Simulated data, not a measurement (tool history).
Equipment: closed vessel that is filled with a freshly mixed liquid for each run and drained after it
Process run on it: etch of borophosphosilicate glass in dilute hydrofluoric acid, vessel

run  hour  temperature setpoint of the liquid (C)  parts of water to one part of 49 % hydrofluoric acid (parts by volume)  time in the liquid (s)  thickness taken off the borophosphosilicate glass on a monitor wafer (nm)
  1   0.0                                    23.0                                                                     235                     135                                                                     25.330
  2   2.7                                    23.0                                                                     235                     145                                                                     26.991
  3  11.0                                    22.0                                                                     235                     145                                                                     26.214
  4  12.8                                    21.5                                                                     235                     145                                                                     26.011
  5  16.1                                    21.5                                                                     235                     145                                                                     26.106
  6  24.6                                    21.0                                                                     235                     145                                                                     25.597
  7  28.6                                    20.5                                                                     235                     145                                                                     25.191

What does the tool deliver on the next run?
  8  36.8                                    20.0                                                                     235                     145                                                                          ?

{"run 8": {"thickness taken off the borophosphosilicate glass on a monitor wafer (nm)": 24.416}}

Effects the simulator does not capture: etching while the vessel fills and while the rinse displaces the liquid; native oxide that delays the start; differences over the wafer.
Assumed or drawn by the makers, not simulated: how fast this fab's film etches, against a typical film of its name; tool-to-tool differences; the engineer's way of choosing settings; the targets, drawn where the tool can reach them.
